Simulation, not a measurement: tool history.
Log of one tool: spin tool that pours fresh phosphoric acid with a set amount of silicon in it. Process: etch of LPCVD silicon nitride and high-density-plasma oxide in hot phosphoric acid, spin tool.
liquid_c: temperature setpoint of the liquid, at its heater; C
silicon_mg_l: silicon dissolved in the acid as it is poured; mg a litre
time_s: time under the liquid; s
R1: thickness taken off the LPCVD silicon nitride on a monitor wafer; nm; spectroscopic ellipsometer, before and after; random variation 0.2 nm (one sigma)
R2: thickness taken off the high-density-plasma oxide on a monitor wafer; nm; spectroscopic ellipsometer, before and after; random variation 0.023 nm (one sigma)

Run 1, hour 0: liquid_c 159 C, silicon_mg_l 18.5 mg a litre, time_s 165 s. Result: R1 14.637 nm, R2 0.21002 nm.
Run 2, hour 2.1: liquid_c 159 C, silicon_mg_l 27.5 mg a litre, time_s 165 s. Result: R1 14.717 nm, R2 0.14695 nm.
Run 3, hour 4.2: liquid_c 159.5 C, silicon_mg_l 28.5 mg a litre, time_s 175 s. Result: R1 15.854 nm, R2 0.16449 nm.
Run 4, hour 6.1: liquid_c 159.5 C, silicon_mg_l 35.5 mg a litre, time_s 175 s. Result: R1 16.014 nm, R2 0.10464 nm.
Run 5, hour 14.7: liquid_c 161 C, silicon_mg_l 35.5 mg a litre, time_s 175 s. Result: R1 16.78 nm, R2 0.13741 nm.
Run 6, hour 19.5: liquid_c 161 C, silicon_mg_l 35.5 mg a litre, time_s 130 s. Result: R1 12.241 nm, R2 0.095708 nm.

Run 7 comes next. What will it give?
Run 7, hour 26.7: liquid_c 161.5 C, silicon_mg_l 35.5 mg a litre, time_s 145 s. Result: R1 ?, R2 ?.

{"run 7": {"R1": 13.996, "R2": 0.095147}}
